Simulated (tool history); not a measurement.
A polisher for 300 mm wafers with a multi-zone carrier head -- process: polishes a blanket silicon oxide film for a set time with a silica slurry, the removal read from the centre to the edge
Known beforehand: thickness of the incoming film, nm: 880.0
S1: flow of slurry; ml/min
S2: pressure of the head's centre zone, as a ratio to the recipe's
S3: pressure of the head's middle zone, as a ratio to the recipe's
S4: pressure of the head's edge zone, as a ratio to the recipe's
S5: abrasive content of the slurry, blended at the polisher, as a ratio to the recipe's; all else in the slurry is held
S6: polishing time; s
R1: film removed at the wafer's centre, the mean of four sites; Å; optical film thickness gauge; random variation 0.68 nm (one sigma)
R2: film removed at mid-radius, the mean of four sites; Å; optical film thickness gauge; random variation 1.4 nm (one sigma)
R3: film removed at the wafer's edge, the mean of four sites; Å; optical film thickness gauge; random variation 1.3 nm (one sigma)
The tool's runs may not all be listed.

run	hour	S1	S2	S3	S4	S5	S6	R1	R2	R3
1	0	275	1	1	1	1	76	1305.9	1356.8	1356.5
2	8.2	275	1	1	1	1	90	1542.6	1587.8	1627.4
3	11	275	1	1	0.92	1	90	1545.5	1584.9	1551.4
4	18.5	230	1	1	0.92	1	90	1506	1513.9	1473.1
5	25.3	265	1	1	0.92	1	90	1558.2	1563.5	1546.3
6	31.9	255	0.97	0.99	0.92	0.9	89	1386.6	1496.5	1446.5
7	32.9	270	0.91	0.89	0.93	0.65	78	989.18	1033	1100.2
8	39.6	265	0.9	0.89	0.93	0.65	78	969.54	1055.2	1100.4
9	43.7	260	0.9	0.89	0.93	0.65	78	970.3	1043.5	1095.5
10	47.7	255	0.9	0.89	0.93	0.65	78	975.27	999.87	1068
11	54.4	255	0.89	0.89	0.93	0.65	78	951.41	1005.5	1076

Run 12, settings as shown, results not yet in. Your forecast:
12	57.4	255	0.89	0.9	0.93	0.65	78	?	?	?

R1: 962.12 Å
R2: 1036.5 Å
R3: 1092.4 Å

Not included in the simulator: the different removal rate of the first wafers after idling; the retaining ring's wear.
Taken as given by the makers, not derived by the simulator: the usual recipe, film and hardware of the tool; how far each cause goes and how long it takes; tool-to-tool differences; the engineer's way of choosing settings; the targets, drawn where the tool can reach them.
